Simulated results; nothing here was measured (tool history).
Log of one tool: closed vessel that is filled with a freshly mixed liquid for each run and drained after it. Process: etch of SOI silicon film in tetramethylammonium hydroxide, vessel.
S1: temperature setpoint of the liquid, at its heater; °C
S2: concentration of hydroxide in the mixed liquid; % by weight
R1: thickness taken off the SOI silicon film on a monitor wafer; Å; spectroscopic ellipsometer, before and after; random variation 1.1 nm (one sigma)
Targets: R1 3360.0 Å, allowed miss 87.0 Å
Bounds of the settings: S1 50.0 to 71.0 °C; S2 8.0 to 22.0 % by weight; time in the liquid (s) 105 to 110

run 1 day=0.000 | S1=58.0 S2=15.0 time_in_the_liquid_(s)=105 | R1=2873.6
run 2 day=0.158 | S1=59.0 S2=15.0 time_in_the_liquid_(s)=105 | R1=3044.7
run 3 day=0.242 | S1=59.5 S2=15.0 time_in_the_liquid_(s)=105 | R1=3146.3
run 4 day=0.429 | S1=59.5 S2=14.0 time_in_the_liquid_(s)=105 | R1=3269.8
run 5 day=0.588 | S1=55.0 S2=14.0 time_in_the_liquid_(s)=105 | R1=2451.3
run 6 day=0.933 | S1=51.0 S2=14.0 time_in_the_liquid_(s)=105 | R1=1889.5
run 7 day=1.079 | S1=54.0 S2=14.0 time_in_the_liquid_(s)=105 | R1=2300.9
run 8 day=1.412 | S1=56.0 S2=14.0 time_in_the_liquid_(s)=105 | R1=2606.9
run 9 day=1.608 | S1=57.5 S2=14.0 time_in_the_liquid_(s)=105 | R1=2888.2
run 10 day=1.912 | S1=58.5 S2=14.0 time_in_the_liquid_(s)=105 | R1=3083.6
run 11 day=2.008 | S1=59.0 S2=14.0 time_in_the_liquid_(s)=105 | R1=3161.6

Which of these 5 next moves meets every target?
run A day=2.104 | S1=59.0 S2=18.5 time_in_the_liquid_(s)=110 | R1=?
run B day=2.104 | S1=58.0 S2=12.5 time_in_the_liquid_(s)=105 | R1=?
run C day=2.104 | S1=56.5 S2=12.5 time_in_the_liquid_(s)=105 | R1=?
run D day=2.104 | S1=61.0 S2=16.0 time_in_the_liquid_(s)=105 | R1=?
run E day=2.104 | S1=58.5 S2=14.5 time_in_the_liquid_(s)=105 | R1=?

move=A R1=2954.1
move=B R1=3126.6
move=C R1=2841.3
move=D R1=3377.0
move=E R1=3005.1
A: further off than the last run
B: further off than the last run
C: further off than the last run
D: meets every target
E: further off than the last run
The right move is D.
